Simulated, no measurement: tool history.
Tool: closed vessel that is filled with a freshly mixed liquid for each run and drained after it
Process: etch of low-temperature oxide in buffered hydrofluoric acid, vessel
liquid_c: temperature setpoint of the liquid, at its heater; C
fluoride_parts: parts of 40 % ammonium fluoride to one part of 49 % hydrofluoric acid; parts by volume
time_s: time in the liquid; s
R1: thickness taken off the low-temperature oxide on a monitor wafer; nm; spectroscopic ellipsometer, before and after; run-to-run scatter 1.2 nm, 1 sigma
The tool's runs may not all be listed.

{"run": 1, "day": 0.0, "liquid_c": 21, "fluoride_parts": 13.5, "time_s": 30, "R1": 78.486}
{"run": 2, "day": 0.229, "liquid_c": 21, "fluoride_parts": 15.5, "time_s": 30, "R1": 68.72}
{"run": 3, "day": 0.617, "liquid_c": 22.5, "fluoride_parts": 14, "time_s": 30, "R1": 83.557}
{"run": 4, "day": 0.717, "liquid_c": 20, "fluoride_parts": 14, "time_s": 30, "R1": 71.913}
{"run": 5, "day": 0.892, "liquid_c": 22, "fluoride_parts": 13, "time_s": 30, "R1": 85.408}
{"run": 6, "day": 1.221, "liquid_c": 19.5, "fluoride_parts": 13, "time_s": 30, "R1": 75.534}
{"run": 7, "day": 1.596, "liquid_c": 23.5, "fluoride_parts": 8.5, "time_s": 30, "R1": 137.46}

For run 8, what comes out?
{"run": 8, "day": 1.846, "liquid_c": 24, "fluoride_parts": 8.5, "time_s": 30, "R1": "?"}

Run 8 yielded R1 141.3 nm.

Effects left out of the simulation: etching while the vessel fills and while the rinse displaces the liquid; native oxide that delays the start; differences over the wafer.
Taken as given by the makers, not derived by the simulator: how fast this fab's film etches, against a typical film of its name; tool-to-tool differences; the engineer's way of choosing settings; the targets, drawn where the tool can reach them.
